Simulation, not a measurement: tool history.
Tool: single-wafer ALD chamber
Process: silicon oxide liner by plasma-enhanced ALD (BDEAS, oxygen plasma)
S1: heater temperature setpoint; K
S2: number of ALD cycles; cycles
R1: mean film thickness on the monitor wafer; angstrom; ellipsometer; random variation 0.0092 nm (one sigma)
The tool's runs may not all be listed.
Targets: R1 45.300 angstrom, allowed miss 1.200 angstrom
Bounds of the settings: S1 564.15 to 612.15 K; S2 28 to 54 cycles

run  hour      S1  S2      R1
  1   0.0  588.15  41  38.300
  2   1.0  588.15  44  41.171
  3   8.3  588.15  47  44.041
  4  12.2  588.15  43  40.309
  5  20.2  588.15  44  41.303
     24.0  -- thermocouple changed; heater temperature recalibrated
  6  24.0  578.15  44  41.431
  7  26.8  578.15  45  42.438
  8  29.4  578.15  46  43.295

4 next moves are on the table. One of them brings every result within its allowed miss. Which?
  A  32.0  577.15  45   ?
  B  32.0  573.15  44   ?
  C  32.0  572.15  42   ?
  D  32.0  583.15  49   ?

move      R1
   A  42.407
   B  41.699
   C  39.949
   D  45.786
A: further off than the last run
B: further off than the last run
C: further off than the last run
D: meets every target
The right move is D.
